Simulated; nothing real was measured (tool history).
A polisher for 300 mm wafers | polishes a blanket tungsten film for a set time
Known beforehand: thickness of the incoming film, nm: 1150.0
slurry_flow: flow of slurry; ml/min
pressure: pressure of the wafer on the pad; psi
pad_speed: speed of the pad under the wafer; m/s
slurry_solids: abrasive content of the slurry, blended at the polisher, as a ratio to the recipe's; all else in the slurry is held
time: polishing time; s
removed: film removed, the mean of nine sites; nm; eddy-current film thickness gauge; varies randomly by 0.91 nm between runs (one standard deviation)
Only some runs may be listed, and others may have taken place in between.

run 1 hour=0.0 | slurry_flow=245 pressure=4.8 pad_speed=1.06 slurry_solids=1.0 time=31 | removed=245.37
run 2 hour=6.2 | slurry_flow=245 pressure=4.8 pad_speed=1.06 slurry_solids=1.0 time=31 | removed=243.89
run 3 hour=13.4 | slurry_flow=245 pressure=5.3 pad_speed=1.06 slurry_solids=1.0 time=31 | removed=265.78
run 4 hour=22.0 | slurry_flow=245 pressure=5.3 pad_speed=1.06 slurry_solids=1.0 time=31 | removed=263.76
run 5 hour=22.7 | slurry_flow=215 pressure=5.3 pad_speed=1.06 slurry_solids=1.0 time=31 | removed=262.69
run 6 hour=26.7 | slurry_flow=215 pressure=4.7 pad_speed=1.06 slurry_solids=1.0 time=31 | removed=238.10
run 7 hour=28.0 | slurry_flow=215 pressure=4.2 pad_speed=1.00 slurry_solids=1.0 time=31 | removed=202.25
run 8 hour=34.8 | slurry_flow=205 pressure=2.8 pad_speed=0.88 slurry_solids=1.0 time=31 | removed=132.95

Run 9 has not been measured yet. What should we expect?
run 9 hour=39.1 | slurry_flow=205 pressure=2.7 pad_speed=0.88 slurry_solids=1.0 time=31 | removed=?

removed: 128.32 nm

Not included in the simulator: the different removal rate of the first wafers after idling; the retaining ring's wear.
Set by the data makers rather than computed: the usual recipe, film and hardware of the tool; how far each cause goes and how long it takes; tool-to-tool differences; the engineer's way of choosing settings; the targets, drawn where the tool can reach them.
